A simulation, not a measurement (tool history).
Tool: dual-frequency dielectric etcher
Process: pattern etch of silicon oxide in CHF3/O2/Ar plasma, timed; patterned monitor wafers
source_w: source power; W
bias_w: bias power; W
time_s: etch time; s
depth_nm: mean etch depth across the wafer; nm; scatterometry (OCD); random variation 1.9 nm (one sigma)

run  hour  source_w  bias_w  time_s  depth_nm
  1     0       850     199     345    771.45
  2   8.8       730     199     345    732.96
  3  15.2       730     199     345    734.31
  4  16.8       730     226     345    754.53
  5  20.9       730     226     318    694.25
  6  29.3       750     227     318    703.47
  7    38       760     227     318    707.21

Run 8 comes next. What will it give?
  8  46.4       760     227     318         ?

depth_nm: 703.84 nm
